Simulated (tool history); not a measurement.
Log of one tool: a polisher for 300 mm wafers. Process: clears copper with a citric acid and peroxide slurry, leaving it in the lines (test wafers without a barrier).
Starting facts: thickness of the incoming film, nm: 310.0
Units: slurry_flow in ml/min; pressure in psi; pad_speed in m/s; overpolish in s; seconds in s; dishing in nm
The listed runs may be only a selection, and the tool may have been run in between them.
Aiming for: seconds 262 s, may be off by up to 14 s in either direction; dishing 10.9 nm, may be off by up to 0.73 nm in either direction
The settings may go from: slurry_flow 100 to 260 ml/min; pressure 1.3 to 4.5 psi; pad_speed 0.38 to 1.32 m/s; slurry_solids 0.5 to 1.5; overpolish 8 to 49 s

run,hour,slurry_flow,pressure,pad_speed,slurry_solids,overpolish,seconds,dishing
1,0,165,2.9,0.84,1,25,181.37,30.71
2,7.2,165,2.8,0.84,1,23,183.5,27.838
3,10,165,2.7,0.84,1,21,190.44,24.819
4,17.1,200,2.7,0.84,1,21,183.73,24.987
5,18.6,200,2.7,0.84,1,15,189.97,18.47
6,23.3,175,2.7,0.84,1,15,188.06,18.943
7,24.5,175,2.6,0.84,1,14,197.11,16.462
8,28.1,175,2.5,0.84,1,14,198.51,16.096
9,35.3,175,2.4,0.84,1,14,204.12,16.422
10,39.4,175,2.3,0.84,1,14,208.55,15.245
11,41.3,175,2.2,0.84,1,14,218.24,14.653
12,42.7,175,2.1,0.84,1,14,229.71,14.131

Consider the 5 candidate settings below. Which is the only one whose results all fall within their allowed miss of target?
A,44.1,170,2,0.8,0.8,12,?,?
B,44.1,160,1.8,0.74,0.85,16,?,?
C,44.1,185,2.4,0.56,1.35,13,?,?
D,44.1,195,2.5,0.64,0.9,14,?,?
E,44.1,135,1.8,0.72,1,14,?,?

move,seconds,dishing
A,256.53,11.186
B,298.41,12.73
C,283.52,11
D,257.9,12.939
E,304.88,10.977
A: each result inside its tolerance
B: better than the last run, though not everything is in spec
C: puts the biggest miss on target and leaves a different result outside tolerance
D: better than the last run, though not everything is in spec
E: puts the biggest miss on target and leaves a different result outside tolerance
A meets every target.

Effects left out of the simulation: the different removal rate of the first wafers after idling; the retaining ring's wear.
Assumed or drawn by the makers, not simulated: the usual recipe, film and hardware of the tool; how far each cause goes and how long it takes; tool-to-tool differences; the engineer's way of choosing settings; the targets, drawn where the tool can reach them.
